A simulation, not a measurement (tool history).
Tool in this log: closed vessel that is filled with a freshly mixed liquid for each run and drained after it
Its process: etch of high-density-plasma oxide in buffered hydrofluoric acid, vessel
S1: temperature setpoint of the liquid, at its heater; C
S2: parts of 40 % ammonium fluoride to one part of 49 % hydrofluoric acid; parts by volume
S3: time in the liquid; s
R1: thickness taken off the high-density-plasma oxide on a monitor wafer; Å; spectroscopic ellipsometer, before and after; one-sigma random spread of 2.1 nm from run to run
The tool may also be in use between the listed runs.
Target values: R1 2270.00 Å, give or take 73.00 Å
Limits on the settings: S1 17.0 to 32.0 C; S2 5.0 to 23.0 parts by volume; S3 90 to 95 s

Run 1, hour 0.0: S1 24.0 C, S2 14.0 parts by volume, S3 90 s. Result: R1 840.61 Å.
Run 2, hour 0.9: S1 24.0 C, S2 15.5 parts by volume, S3 90 s. Result: R1 747.41 Å.
Run 3, hour 6.1: S1 24.0 C, S2 12.5 parts by volume, S3 90 s. Result: R1 921.92 Å.
Run 4, hour 12.0: S1 24.0 C, S2 15.5 parts by volume, S3 90 s. Result: R1 742.22 Å.
Run 5, hour 15.1: S1 24.0 C, S2 15.5 parts by volume, S3 90 s. Result: R1 752.36 Å.
Run 6, hour 23.1: S1 27.0 C, S2 15.5 parts by volume, S3 90 s. Result: R1 873.69 Å.
Run 7, hour 25.7: S1 28.0 C, S2 14.0 parts by volume, S3 90 s. Result: R1 1038.40 Å.
Run 8, hour 30.2: S1 28.5 C, S2 12.5 parts by volume, S3 90 s. Result: R1 1182.40 Å.
Run 9, hour 34.8: S1 29.0 C, S2 11.5 parts by volume, S3 90 s. Result: R1 1315.90 Å.
Run 10, hour 37.8: S1 29.5 C, S2 10.5 parts by volume, S3 90 s. Result: R1 1480.60 Å.
Run 11, hour 41.6: S1 30.0 C, S2 10.0 parts by volume, S3 90 s. Result: R1 1605.90 Å.
Run 12, hour 47.9: S1 30.5 C, S2 9.5 parts by volume, S3 90 s. Result: R1 1703.00 Å.
Run 13, hour 53.2: S1 32.0 C, S2 6.0 parts by volume, S3 90 s. Result: R1 2886.40 Å.
Run 14, hour 54.1: S1 31.5 C, S2 6.0 parts by volume, S3 90 s. Result: R1 2756.50 Å.
Run 15, hour 54.9: S1 31.5 C, S2 6.0 parts by volume, S3 90 s. Result: R1 2790.90 Å.
Run 16, hour 58.3: S1 31.0 C, S2 6.0 parts by volume, S3 90 s. Result: R1 2710.90 Å.

Exercise: of the 4 proposed moves below, exactly one satisfies all targets within the stated allowed misses. Which move is it?
Run A, hour 61.7: S1 31.5 C, S2 7.5 parts by volume, S3 90 s. Result: R1 ?.
Run B, hour 61.7: S1 30.5 C, S2 6.5 parts by volume, S3 90 s. Result: R1 ?.
Run C, hour 61.7: S1 29.5 C, S2 6.0 parts by volume, S3 90 s. Result: R1 ?.
Run D, hour 61.7: S1 31.0 C, S2 5.5 parts by volume, S3 90 s. Result: R1 ?.

move       R1
   A  2264.60
   B  2468.30
   C  2509.10
   D  2922.60
A: every result within its allowed miss
B: nearer the targets than the last run, but a result is still out of spec
C: nearer the targets than the last run, but a result is still out of spec
D: lands further from the targets than the last run did
The right move is A.
